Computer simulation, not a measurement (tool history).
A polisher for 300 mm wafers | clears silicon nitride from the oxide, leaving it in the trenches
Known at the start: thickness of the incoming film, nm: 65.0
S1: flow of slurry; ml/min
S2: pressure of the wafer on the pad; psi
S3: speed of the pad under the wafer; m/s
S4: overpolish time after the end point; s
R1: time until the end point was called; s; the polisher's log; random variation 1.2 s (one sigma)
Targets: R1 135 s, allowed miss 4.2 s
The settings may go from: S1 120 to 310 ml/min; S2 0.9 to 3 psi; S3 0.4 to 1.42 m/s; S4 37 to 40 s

run 1 hour=0 | S1=200 S2=1.9 S3=0.9 S4=37 | R1=105.97
run 2 hour=3.2 | S1=200 S2=2.3 S3=0.9 S4=37 | R1=95.855
run 3 hour=5.3 | S1=200 S2=2.1 S3=0.9 S4=37 | R1=100.51
run 4 hour=14.1 | S1=200 S2=2.3 S3=0.9 S4=37 | R1=94.338
run 5 hour=17 | S1=200 S2=2.1 S3=0.9 S4=37 | R1=102.33
run 6 hour=18.5 | S1=150 S2=2.1 S3=0.9 S4=37 | R1=104.57
run 7 hour=21.2 | S1=150 S2=2.1 S3=0.9 S4=37 | R1=104.73
run 8 hour=28.8 | S1=150 S2=2 S3=0.9 S4=37 | R1=110.5
run 9 hour=30.3 | S1=145 S2=1.9 S3=0.9 S4=37 | R1=113.07
run 10 hour=37.7 | S1=145 S2=1.8 S3=0.9 S4=37 | R1=118.34
run 11 hour=42.6 | S1=145 S2=1.7 S3=0.9 S4=37 | R1=121.31
run 12 hour=46.2 | S1=145 S2=1.6 S3=0.9 S4=37 | R1=127.41
run 13 hour=52.5 | S1=140 S2=1.5 S3=0.9 S4=37 | R1=133.32
run 14 hour=57.4 | S1=140 S2=1.5 S3=0.9 S4=37 | R1=131.32

Which of these 5 next moves meets every target?
run A hour=62.3 | S1=120 S2=1.9 S3=0.88 S4=37 | R1=?
run B hour=62.3 | S1=160 S2=1.2 S3=1.06 S4=37 | R1=?
run C hour=62.3 | S1=155 S2=1.6 S3=0.88 S4=37 | R1=?
run D hour=62.3 | S1=120 S2=1.4 S3=1.02 S4=40 | R1=?
run E hour=62.3 | S1=140 S2=1.4 S3=0.9 S4=39 | R1=?

move=A R1=122.29
move=B R1=122.84
move=C R1=127.43
move=D R1=125.82
move=E R1=136.89
A: further off than the last run
B: further off than the last run
C: further off than the last run
D: further off than the last run
E: meets every target
Move E is the one to make.
